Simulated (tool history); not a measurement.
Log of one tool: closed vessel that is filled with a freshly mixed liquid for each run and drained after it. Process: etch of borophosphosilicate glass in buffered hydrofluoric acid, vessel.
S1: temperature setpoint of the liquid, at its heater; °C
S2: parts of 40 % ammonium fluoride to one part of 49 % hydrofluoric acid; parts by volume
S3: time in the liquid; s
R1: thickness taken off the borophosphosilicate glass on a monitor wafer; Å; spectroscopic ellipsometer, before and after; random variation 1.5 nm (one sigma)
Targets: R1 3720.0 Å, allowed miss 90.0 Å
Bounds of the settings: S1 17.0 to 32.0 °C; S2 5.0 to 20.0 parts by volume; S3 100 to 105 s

run  hour    S1    S2   S3      R1
  1   0.0  24.0  12.0  100  3106.0
  2   7.3  24.5  12.0  100  3177.6
  3  14.2  24.5  12.0  100  3160.6
  4  20.7  24.5  12.0  100  3175.5
  5  23.5  24.5   9.0  100  4056.4
  6  28.0  24.5   7.5  100  4966.9
  7  34.7  23.5   7.5  100  4709.9
  8  42.4  22.5   7.5  100  4438.2
  9  50.2  22.0   7.5  100  4324.1
 10  56.8  21.5   7.5  100  4208.5
 11  58.6  21.0   7.5  100  4108.0
 12  64.4  20.5   7.5  100  3987.1

Which of these 4 next moves meets every target?
  A  70.2  21.0  8.5  105   ?
  B  70.2  21.0  8.5  100   ?
  C  70.2  18.5  6.5  105   ?
  D  70.2  19.5  8.5  105   ?

move      R1
   A  3768.1
   B  3588.7
   C  4337.3
   D  3469.2
A: meets every target
B: takes the result that was furthest off past its target
C: further off than the last run
D: takes the result that was furthest off past its target
Move A is the one to make.

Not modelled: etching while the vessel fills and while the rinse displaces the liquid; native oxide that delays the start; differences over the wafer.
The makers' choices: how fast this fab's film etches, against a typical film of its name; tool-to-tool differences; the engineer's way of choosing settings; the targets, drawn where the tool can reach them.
